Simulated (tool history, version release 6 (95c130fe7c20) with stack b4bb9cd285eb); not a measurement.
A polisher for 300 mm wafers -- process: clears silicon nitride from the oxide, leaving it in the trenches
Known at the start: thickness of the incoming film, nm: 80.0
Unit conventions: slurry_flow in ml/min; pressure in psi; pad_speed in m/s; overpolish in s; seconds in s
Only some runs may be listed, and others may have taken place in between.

Run 1, hour 0: slurry_flow 150 ml/min, pressure 2.2 psi, pad_speed 1.3 m/s, overpolish 33 s. Result: seconds 70.847 s.
Run 2, hour 6.9: slurry_flow 150 ml/min, pressure 1.9 psi, pad_speed 1.18 m/s, overpolish 33 s. Result: seconds 89.738 s.
Run 3, hour 9.3: slurry_flow 150 ml/min, pressure 2.4 psi, pad_speed 1.18 m/s, overpolish 33 s. Result: seconds 73.079 s.
Run 4, hour 16.4: slurry_flow 150 ml/min, pressure 2 psi, pad_speed 1.18 m/s, overpolish 33 s. Result: seconds 86.219 s.
Run 5, hour 24.6: slurry_flow 150 ml/min, pressure 1.8 psi, pad_speed 1.1 m/s, overpolish 33 s. Result: seconds 100.83 s.
Run 6, hour 27.5: slurry_flow 125 ml/min, pressure 1.8 psi, pad_speed 1.1 m/s, overpolish 33 s. Result: seconds 104.85 s.
Run 7, hour 31.2: slurry_flow 125 ml/min, pressure 1.6 psi, pad_speed 1.04 m/s, overpolish 33 s. Result: seconds 122.89 s.
Run 8, hour 34.5: slurry_flow 125 ml/min, pressure 1.5 psi, pad_speed 1.02 m/s, overpolish 33 s. Result: seconds 134.85 s.

Run 9 comes next. What will it give?
Run 9, hour 41.4: slurry_flow 125 ml/min, pressure 1.4 psi, pad_speed 1.02 m/s, overpolish 33 s. Result: seconds ?.

Run 9 produced seconds 142.81 s.
